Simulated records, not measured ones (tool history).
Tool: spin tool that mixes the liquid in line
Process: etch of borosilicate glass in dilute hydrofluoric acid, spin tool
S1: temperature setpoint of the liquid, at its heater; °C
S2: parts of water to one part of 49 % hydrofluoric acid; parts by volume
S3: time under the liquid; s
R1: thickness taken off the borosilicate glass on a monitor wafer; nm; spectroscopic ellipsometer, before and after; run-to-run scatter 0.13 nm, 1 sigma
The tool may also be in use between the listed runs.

run 1 hour=0.0 | S1=22.0 S2=55 S3=50 | R1=28.486
run 2 hour=3.4 | S1=22.0 S2=55 S3=55 | R1=31.409
run 3 hour=7.9 | S1=20.5 S2=65 S3=55 | R1=24.534
run 4 hour=12.1 | S1=20.5 S2=65 S3=55 | R1=24.113
run 5 hour=14.7 | S1=20.5 S2=85 S3=55 | R1=17.928
run 6 hour=19.0 | S1=19.5 S2=85 S3=55 | R1=17.666

The next listed run, before its measurement:
run 7 hour=26.3 | S1=19.0 S2=90 S3=55 | R1=?

R1: 16.410 nm

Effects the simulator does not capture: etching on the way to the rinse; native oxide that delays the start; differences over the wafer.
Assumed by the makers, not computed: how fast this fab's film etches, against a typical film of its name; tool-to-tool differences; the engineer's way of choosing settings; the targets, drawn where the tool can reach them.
